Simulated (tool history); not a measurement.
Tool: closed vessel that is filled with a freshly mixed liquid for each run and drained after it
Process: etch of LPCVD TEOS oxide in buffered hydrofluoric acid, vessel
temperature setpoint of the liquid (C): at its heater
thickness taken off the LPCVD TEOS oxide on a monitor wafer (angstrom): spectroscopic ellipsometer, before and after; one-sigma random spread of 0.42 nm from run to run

run,hour,temperature setpoint of the liquid (C),parts of 40 % ammonium fluoride to one part of 49 % hydrofluoric acid (parts by volume),time in the liquid (s),thickness taken off the LPCVD TEOS oxide on a monitor wafer (angstrom)
1,0.0,23.0,22.0,30,470.75
2,7.4,23.0,24.5,30,431.37
3,10.9,20.5,24.5,30,379.35
4,17.0,20.5,24.5,30,378.27
# hour 24.5: thermometer replaced
5,24.5,22.5,24.5,30,384.15
6,30.3,22.5,24.5,30,388.40
7,35.6,24.0,23.5,30,432.32

The next listed run, before its measurement:
8,40.9,25.0,22.5,30,?

thickness taken off the LPCVD TEOS oxide on a monitor wafer (angstrom): 466.81
